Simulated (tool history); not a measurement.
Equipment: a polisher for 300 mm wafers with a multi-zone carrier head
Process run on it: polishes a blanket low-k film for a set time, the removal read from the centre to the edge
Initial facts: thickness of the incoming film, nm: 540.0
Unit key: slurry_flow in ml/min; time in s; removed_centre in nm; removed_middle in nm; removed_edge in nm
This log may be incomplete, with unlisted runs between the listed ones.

run  hour  slurry_flow  centre_zone  middle_zone  edge_zone  slurry_solids  time  removed_centre  removed_middle  removed_edge
  1   0.0          160         1.00         1.00       1.00           1.00    73          26.477          26.461        26.437
  2   3.8          155         0.98         0.99       0.98           0.95    70          23.500          24.166        24.632
  3  10.3          155         0.98         0.99       0.96           0.90    67          22.004          22.783        22.425
  4  18.9          155         0.98         0.99       0.96           0.80    67          20.888          20.931        21.112
  5  24.6          155         0.97         0.99       0.95           0.75    65          19.190          19.998        19.458
  6  32.7          155         1.02         0.99       0.95           0.75    65          20.082          19.823        19.377
  7  39.1          150         1.00         0.98       0.94           0.70    64          18.223          17.977        18.393
  8  45.9          150         0.99         0.98       0.93           0.70    63          17.871          17.952        17.896
  9  47.2          150         0.98         0.97       0.92           0.70    62          17.201          17.695        17.581
 10  54.0          150         0.97         0.96       0.91           0.70    62          17.072          17.330        17.412
 11  55.4          150         0.96         0.96       0.90           0.70    62          17.002          17.641        17.342
 12  64.3          150         0.95         0.95       0.89           0.70    62          16.809          17.371        17.681
 13  68.1          145         0.95         0.95       0.88           0.70    61          16.608          16.774        16.951
 14  71.4          145         0.94         0.95       0.87           0.70    60          15.855          16.681        16.608
 15  74.8          140         0.94         0.95       0.86           0.70    60          15.791          16.553        16.462

Forecast run 16:
 16  79.5          140         0.93         0.95       0.85           0.70    60               ?               ?             ?

removed_centre: 15.759 nm
removed_middle: 16.655 nm
removed_edge: 16.391 nm
